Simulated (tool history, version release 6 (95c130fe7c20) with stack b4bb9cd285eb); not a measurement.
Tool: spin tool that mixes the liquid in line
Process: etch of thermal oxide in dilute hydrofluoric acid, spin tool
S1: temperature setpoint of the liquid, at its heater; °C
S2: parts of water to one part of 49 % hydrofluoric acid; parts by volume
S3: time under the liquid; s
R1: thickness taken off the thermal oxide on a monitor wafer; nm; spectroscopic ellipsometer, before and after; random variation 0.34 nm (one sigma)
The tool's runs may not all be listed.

| run | day | S1 | S2 | S3 | R1 |
|---|---|---|---|---|---|
| 1 | 0.000 | 25.0 | 45 | 225 | 28.097 |
| 2 | 0.312 | 26.5 | 45 | 225 | 29.333 |
| 3 | 0.575 | 23.0 | 45 | 225 | 25.851 |
| 4 | 0.650 | 25.0 | 45 | 225 | 27.283 |
| 5 | 0.888 | 27.0 | 45 | 225 | 30.320 |
| 6 | 1.221 | 24.5 | 45 | 225 | 27.163 |
| 7 | 1.554 | 28.5 | 45 | 225 | 31.564 |

The next listed run, before its measurement:
| 8 | 1.588 | 29.5 | 45 | 225 | ? |

Run 8 gave R1 32.887 nm.

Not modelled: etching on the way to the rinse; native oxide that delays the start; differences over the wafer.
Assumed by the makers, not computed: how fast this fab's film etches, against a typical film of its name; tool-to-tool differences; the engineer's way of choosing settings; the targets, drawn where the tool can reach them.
